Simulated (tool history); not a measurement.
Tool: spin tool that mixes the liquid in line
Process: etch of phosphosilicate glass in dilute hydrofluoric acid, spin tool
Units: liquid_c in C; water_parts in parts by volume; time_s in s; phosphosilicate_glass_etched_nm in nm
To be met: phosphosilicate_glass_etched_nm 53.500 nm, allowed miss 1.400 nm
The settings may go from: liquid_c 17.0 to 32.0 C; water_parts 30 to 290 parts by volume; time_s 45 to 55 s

run	hour	liquid_c	water_parts	time_s	phosphosilicate_glass_etched_nm
1	0.0	24.0	160	55	21.855
2	4.5	24.0	210	55	15.553
3	7.0	25.0	185	55	18.799
4	14.8	23.0	185	55	17.548
5	21.9	23.0	185	45	14.397
6	23.9	26.0	185	45	16.048
# hour 31.7: hydrofluoric acid flow meter replaced
7	31.7	30.0	120	45	34.781
8	32.2	32.0	75	45	65.358
9	38.7	28.5	75	45	55.925
10	39.7	28.0	75	45	55.957

Which of these 4 next moves meets every target?
A	40.7	28.5	80	50	?
B	40.7	26.0	75	50	?
C	40.7	26.0	70	50	?
D	40.7	25.5	85	55	?

move	phosphosilicate_glass_etched_nm
A	57.711
B	56.200
C	60.621
D	52.776
A: further off than the last run
B: further off than the last run
C: further off than the last run
D: meets every target
The right move is D.
